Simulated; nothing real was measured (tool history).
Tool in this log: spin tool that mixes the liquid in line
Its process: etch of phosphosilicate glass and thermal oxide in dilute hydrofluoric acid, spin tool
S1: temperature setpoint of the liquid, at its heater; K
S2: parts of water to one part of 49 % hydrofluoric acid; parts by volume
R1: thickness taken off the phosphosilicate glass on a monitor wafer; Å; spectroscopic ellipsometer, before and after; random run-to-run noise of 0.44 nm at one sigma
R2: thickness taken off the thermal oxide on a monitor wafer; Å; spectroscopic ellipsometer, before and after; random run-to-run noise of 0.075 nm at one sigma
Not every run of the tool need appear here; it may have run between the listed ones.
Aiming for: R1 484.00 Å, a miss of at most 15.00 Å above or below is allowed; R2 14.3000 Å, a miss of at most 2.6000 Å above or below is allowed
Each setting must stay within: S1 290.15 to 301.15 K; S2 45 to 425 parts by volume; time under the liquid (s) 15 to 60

run 1 hour=0.0 | S1=293.15 S2=235 time_under_the_liquid_(s)=30 | R1=148.68 R2=4.3448
run 2 hour=0.6 | S1=291.15 S2=235 time_under_the_liquid_(s)=30 | R1=138.16 R2=4.3209
run 3 hour=1.1 | S1=292.65 S2=195 time_under_the_liquid_(s)=30 | R1=185.73 R2=5.5538
run 4 hour=6.4 | S1=293.65 S2=170 time_under_the_liquid_(s)=30 | R1=224.69 R2=6.2988
run 5 hour=8.7 | S1=290.15 S2=170 time_under_the_liquid_(s)=30 | R1=195.34 R2=5.5823
run 6 hour=13.6 | S1=292.65 S2=170 time_under_the_liquid_(s)=30 | R1=217.87 R2=6.6694
-- hour=14.6 thermometer replaced
run 7 hour=14.6 | S1=294.15 S2=155 time_under_the_liquid_(s)=30 | R1=241.58 R2=6.3159
run 8 hour=18.8 | S1=290.15 S2=60 time_under_the_liquid_(s)=40 | R1=777.90 R2=25.4920
run 9 hour=27.6 | S1=290.65 S2=75 time_under_the_liquid_(s)=40 | R1=626.27 R2=18.5390
run 10 hour=29.9 | S1=290.65 S2=80 time_under_the_liquid_(s)=40 | R1=591.39 R2=15.8270
run 11 hour=32.7 | S1=290.65 S2=85 time_under_the_liquid_(s)=40 | R1=543.91 R2=16.0090
run 12 hour=41.4 | S1=290.15 S2=105 time_under_the_liquid_(s)=40 | R1=424.43 R2=12.9580
run 13 hour=46.9 | S1=290.65 S2=105 time_under_the_liquid_(s)=40 | R1=429.26 R2=13.2160

Below are 5 possible settings for the next run. Only one of them brings all results inside the allowed miss of their targets. Which is it?
run A hour=52.4 | S1=290.65 S2=95 time_under_the_liquid_(s)=40 | R1=? R2=?
run B hour=52.4 | S1=290.15 S2=110 time_under_the_liquid_(s)=45 | R1=? R2=?
run C hour=52.4 | S1=291.65 S2=105 time_under_the_liquid_(s)=40 | R1=? R2=?
run D hour=52.4 | S1=290.15 S2=130 time_under_the_liquid_(s)=55 | R1=? R2=?
run E hour=52.4 | S1=290.15 S2=155 time_under_the_liquid_(s)=55 | R1=? R2=?

move=A R1=485.31 R2=14.0870
move=B R1=454.56 R2=13.1940
move=C R1=452.99 R2=13.1490
move=D R1=460.70 R2=13.3730
move=E R1=377.05 R2=10.9440
A: each result inside its tolerance
B: gains on the last run, yet a result remains outside its allowed miss
C: gains on the last run, yet a result remains outside its allowed miss
D: gains on the last run, yet a result remains outside its allowed miss
E: lands further from the targets than the last run did
A meets every target.
